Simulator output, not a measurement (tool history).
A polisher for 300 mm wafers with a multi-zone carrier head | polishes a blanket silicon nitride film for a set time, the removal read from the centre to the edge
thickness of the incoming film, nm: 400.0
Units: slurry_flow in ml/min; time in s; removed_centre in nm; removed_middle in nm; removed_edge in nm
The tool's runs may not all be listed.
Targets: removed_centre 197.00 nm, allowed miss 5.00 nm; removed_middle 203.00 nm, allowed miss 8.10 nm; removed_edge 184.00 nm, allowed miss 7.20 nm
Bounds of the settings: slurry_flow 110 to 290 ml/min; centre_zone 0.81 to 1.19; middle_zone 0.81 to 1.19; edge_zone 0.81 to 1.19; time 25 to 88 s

run	hour	slurry_flow	centre_zone	middle_zone	edge_zone	time	removed_centre	removed_middle	removed_edge
1	0.0	185	1.00	1.00	1.00	56	151.61	147.61	146.15
2	6.8	215	1.00	1.00	1.00	56	157.88	154.81	149.03
3	8.4	225	1.02	1.04	1.05	58	167.76	162.92	156.92
4	10.7	225	1.02	0.96	1.05	58	165.27	152.12	159.13
5	12.2	225	1.02	0.93	1.05	58	166.59	146.94	161.94
6	15.7	225	1.02	0.93	1.05	52	148.53	131.97	139.85
7	20.2	225	1.03	0.99	1.05	56	160.91	151.45	153.80
8	26.0	235	1.06	1.05	1.07	58	174.80	163.33	158.81
9	27.8	240	1.05	1.08	1.08	60	179.24	173.33	169.30
10	36.8	250	1.05	1.11	1.08	61	179.63	182.47	168.74
11	38.5	255	1.06	1.13	1.09	62	187.88	188.27	171.87
12	46.5	255	1.06	1.15	1.11	63	191.30	196.71	180.49

5 next moves are on the table. One of them brings every result within its allowed miss. Which?
A	54.5	215	1.09	1.04	1.14	65	?	?	?
B	54.5	235	1.10	1.12	1.12	63	?	?	?
C	54.5	280	1.03	1.19	1.19	61	?	?	?
D	54.5	215	1.07	1.17	1.08	66	?	?	?
E	54.5	235	1.03	1.09	1.18	63	?	?	?

move	removed_centre	removed_middle	removed_edge
A	195.69	177.31	186.40
B	194.16	185.15	180.50
C	180.14	192.77	183.05
D	195.21	198.89	183.83
E	181.68	181.01	185.51
A: brings the result that was furthest off to its target, and leaves another outside
B: brings the result that was furthest off to its target, and leaves another outside
C: further off than the last run
D: meets every target
E: further off than the last run
Answer: D

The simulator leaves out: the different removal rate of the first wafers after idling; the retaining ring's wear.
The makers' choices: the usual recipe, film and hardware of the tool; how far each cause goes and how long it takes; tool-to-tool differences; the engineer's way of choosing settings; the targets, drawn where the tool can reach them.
